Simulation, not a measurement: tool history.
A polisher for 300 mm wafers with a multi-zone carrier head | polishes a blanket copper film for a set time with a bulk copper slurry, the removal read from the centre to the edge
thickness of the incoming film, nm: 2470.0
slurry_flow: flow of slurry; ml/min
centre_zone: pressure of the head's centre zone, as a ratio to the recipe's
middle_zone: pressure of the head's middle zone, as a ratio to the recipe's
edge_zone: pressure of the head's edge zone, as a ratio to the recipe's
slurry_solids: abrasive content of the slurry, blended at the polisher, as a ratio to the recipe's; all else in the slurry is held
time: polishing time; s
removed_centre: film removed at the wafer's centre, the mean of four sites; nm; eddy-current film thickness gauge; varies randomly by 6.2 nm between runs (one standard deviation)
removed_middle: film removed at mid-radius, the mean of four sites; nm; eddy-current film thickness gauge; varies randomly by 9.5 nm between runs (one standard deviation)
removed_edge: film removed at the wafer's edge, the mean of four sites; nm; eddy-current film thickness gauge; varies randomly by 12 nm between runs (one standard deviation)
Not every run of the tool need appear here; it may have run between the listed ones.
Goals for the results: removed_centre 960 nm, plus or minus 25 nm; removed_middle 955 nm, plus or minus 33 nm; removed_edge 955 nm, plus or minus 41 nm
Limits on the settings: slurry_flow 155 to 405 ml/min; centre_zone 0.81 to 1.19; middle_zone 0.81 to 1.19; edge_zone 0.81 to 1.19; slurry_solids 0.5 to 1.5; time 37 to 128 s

run,hour,slurry_flow,centre_zone,middle_zone,edge_zone,slurry_solids,time,removed_centre,removed_middle,removed_edge
1,0,260,1,1,1,1,82,834.95,809.84,773.61
2,2.3,270,1,1.01,1.05,1.1,83,854.88,842.47,832.03
3,6.9,305,1,1.01,1.05,1.1,83,865.46,858.62,830.2
4,13.9,305,1,1.01,1.05,0.95,83,845.61,833.45,824.73
5,18.4,305,1,1.01,1.09,0.95,83,851.7,831.31,821.67
6,23.9,305,1,1.01,1.01,0.95,83,851.53,837.38,799.92
7,29.4,315,1.01,1.02,1.05,1.05,84,881.08,864.28,828.42
8,33.2,310,1.01,1.02,1.07,1.15,85,918.98,902.59,882.16
# hour 38.7: edge zone pressure recalibrated
9,38.7,315,1.01,1.03,1.1,1.2,85,926.06,919.68,966.96

Which one of the following 4 next-run settings gets every result inside its allowed miss? There is exactly one.
A,44.2,400,1.02,1.06,1.05,1.25,85,?,?,?
B,44.2,315,0.95,1.06,1.07,1.45,85,?,?,?
C,44.2,315,0.89,1.12,0.95,1.1,94,?,?,?
D,44.2,295,0.96,1.17,1,1.2,90,?,?,?

move,removed_centre,removed_middle,removed_edge
A,955.27,953.81,949.57
B,898.17,965.81,974.83
C,875.8,1045.4,957.33
D,915.7,1044.6,951.76
A: every result lands within tolerance
B: further off than the last run
C: further off than the last run
D: further off than the last run
A meets every target.
